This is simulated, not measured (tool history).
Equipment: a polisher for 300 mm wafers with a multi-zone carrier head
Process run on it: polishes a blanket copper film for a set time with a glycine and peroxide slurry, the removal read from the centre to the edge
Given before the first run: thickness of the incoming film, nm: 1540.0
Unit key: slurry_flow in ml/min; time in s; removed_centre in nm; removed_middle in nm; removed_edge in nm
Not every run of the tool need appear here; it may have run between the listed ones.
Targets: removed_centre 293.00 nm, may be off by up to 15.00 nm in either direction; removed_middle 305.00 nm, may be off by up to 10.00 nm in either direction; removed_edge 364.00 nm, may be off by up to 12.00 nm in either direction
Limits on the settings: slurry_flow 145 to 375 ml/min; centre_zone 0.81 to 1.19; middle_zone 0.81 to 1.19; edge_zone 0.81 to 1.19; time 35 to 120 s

run 1 hour=0.0 | slurry_flow=240 centre_zone=1.00 middle_zone=1.00 edge_zone=1.00 time=77 | removed_centre=466.08 removed_middle=469.22 removed_edge=448.75
run 2 hour=3.1 | slurry_flow=240 centre_zone=1.00 middle_zone=1.00 edge_zone=1.00 time=63 | removed_centre=383.41 removed_middle=385.07 removed_edge=365.58
run 3 hour=4.1 | slurry_flow=230 centre_zone=0.95 middle_zone=0.95 edge_zone=1.02 time=62 | removed_centre=350.49 removed_middle=358.87 removed_edge=368.19
run 4 hour=6.0 | slurry_flow=230 centre_zone=0.95 middle_zone=0.95 edge_zone=0.98 time=62 | removed_centre=348.27 removed_middle=359.14 removed_edge=360.50
run 5 hour=13.3 | slurry_flow=220 centre_zone=0.93 middle_zone=0.92 edge_zone=0.99 time=62 | removed_centre=333.59 removed_middle=343.35 removed_edge=355.39
run 6 hour=14.1 | slurry_flow=210 centre_zone=0.91 middle_zone=0.90 edge_zone=1.01 time=62 | removed_centre=321.42 removed_middle=339.04 removed_edge=362.00
run 7 hour=23.0 | slurry_flow=205 centre_zone=0.90 middle_zone=0.88 edge_zone=1.02 time=62 | removed_centre=324.55 removed_middle=329.43 removed_edge=363.75
run 8 hour=28.7 | slurry_flow=200 centre_zone=0.88 middle_zone=0.87 edge_zone=1.03 time=62 | removed_centre=316.40 removed_middle=328.11 removed_edge=355.10
run 9 hour=29.3 | slurry_flow=195 centre_zone=0.86 middle_zone=0.85 edge_zone=1.07 time=62 | removed_centre=309.53 removed_middle=321.08 removed_edge=365.69

Pick the move, out of 5, that brings all results within their allowed miss; only one does.
run A hour=29.9 | slurry_flow=210 centre_zone=0.81 middle_zone=0.89 edge_zone=1.15 time=61 | removed_centre=? removed_middle=? removed_edge=?
run B hour=29.9 | slurry_flow=200 centre_zone=0.90 middle_zone=0.81 edge_zone=1.06 time=61 | removed_centre=? removed_middle=? removed_edge=?
run C hour=29.9 | slurry_flow=195 centre_zone=0.88 middle_zone=0.95 edge_zone=1.07 time=60 | removed_centre=? removed_middle=? removed_edge=?
run D hour=29.9 | slurry_flow=150 centre_zone=0.86 middle_zone=0.85 edge_zone=1.12 time=63 | removed_centre=? removed_middle=? removed_edge=?
run E hour=29.9 | slurry_flow=150 centre_zone=0.82 middle_zone=0.81 edge_zone=1.16 time=65 | removed_centre=? removed_middle=? removed_edge=?

move=A removed_centre=288.09 removed_middle=332.72 removed_edge=375.30
move=B removed_centre=317.45 removed_middle=305.89 removed_edge=358.80
move=C removed_centre=304.10 removed_middle=341.00 removed_edge=352.78
move=D removed_centre=293.87 removed_middle=310.27 removed_edge=365.16
move=E removed_centre=288.89 removed_middle=308.02 removed_edge=383.65
A: misses by more than the last run did
B: the furthest-off result lands on target, but another misses its tolerance
C: misses by more than the last run did
D: every result within its allowed miss
E: the furthest-off result lands on target, but another misses its tolerance
The right move is D.
